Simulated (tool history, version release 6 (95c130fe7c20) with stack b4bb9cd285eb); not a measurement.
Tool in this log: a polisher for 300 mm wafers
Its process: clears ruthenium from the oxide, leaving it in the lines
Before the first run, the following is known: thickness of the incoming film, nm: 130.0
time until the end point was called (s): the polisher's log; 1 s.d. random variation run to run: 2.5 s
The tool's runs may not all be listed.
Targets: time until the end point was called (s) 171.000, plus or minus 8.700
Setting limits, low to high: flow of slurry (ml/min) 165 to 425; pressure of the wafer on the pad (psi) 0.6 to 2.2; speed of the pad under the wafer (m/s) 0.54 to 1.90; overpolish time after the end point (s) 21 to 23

run,hour,flow of slurry (ml/min),pressure of the wafer on the pad (psi),speed of the pad under the wafer (m/s),overpolish time after the end point (s),time until the end point was called (s)
1,0.0,275,1.4,1.22,21,117.100
2,5.6,245,1.4,1.22,21,117.010
3,13.8,270,1.4,1.22,21,120.150
4,21.7,270,1.7,1.22,21,100.970
5,23.1,270,1.9,1.22,21,87.545
6,26.8,270,1.9,1.22,23,88.113
7,28.9,270,1.7,1.20,23,99.539
8,33.8,270,1.6,1.18,23,103.600
9,41.0,270,1.5,1.16,23,117.380
10,45.4,270,1.4,1.16,23,121.110
11,48.4,270,1.4,1.16,23,123.780
12,49.1,270,1.3,1.16,23,133.840
13,50.7,270,0.9,1.14,23,188.560

Which of these 5 next moves meets every target?
A,52.3,370,1.4,0.76,22,?
B,52.3,320,0.8,1.36,21,?
C,52.3,290,1.2,0.58,21,?
D,52.3,215,1.0,1.18,23,?
E,52.3,260,1.0,0.92,21,?

move,time until the end point was called (s)
A,155.910
B,186.190
C,213.260
D,172.420
E,198.380
A: the result that was furthest off in the last run now lies on the other side of its target
B: closes in on the targets versus the last run, not all within tolerance yet
C: the biggest miss grows against the last run
D: each result inside its tolerance
E: the biggest miss grows against the last run
The move that meets every target is D.
